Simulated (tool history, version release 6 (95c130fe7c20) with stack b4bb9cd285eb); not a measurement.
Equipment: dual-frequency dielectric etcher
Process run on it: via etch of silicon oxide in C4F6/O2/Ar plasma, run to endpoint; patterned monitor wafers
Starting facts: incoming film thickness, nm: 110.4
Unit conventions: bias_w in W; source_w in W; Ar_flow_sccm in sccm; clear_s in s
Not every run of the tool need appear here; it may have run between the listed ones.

| run | day | bias_w | source_w | Ar_flow_sccm | clear_s |
|---|---|---|---|---|---|
| 1 | 0.000 | 504 | 380 | 233 | 24.913 |
| 2 | 0.200 | 473 | 380 | 233 | 25.821 |
| 3 | 0.300 | 473 | 420 | 233 | 24.703 |
| 4 | 0.633 | 446 | 420 | 233 | 25.492 |
| 5 | 0.962 | 378 | 420 | 233 | 27.788 |
| 6 | 1.200 | 378 | 420 | 254 | 28.180 |

Run 7 has not been measured yet. What should we expect?
| 7 | 1.417 | 374 | 420 | 254 | ? |

{"run 7": {"clear_s": 28.452}}
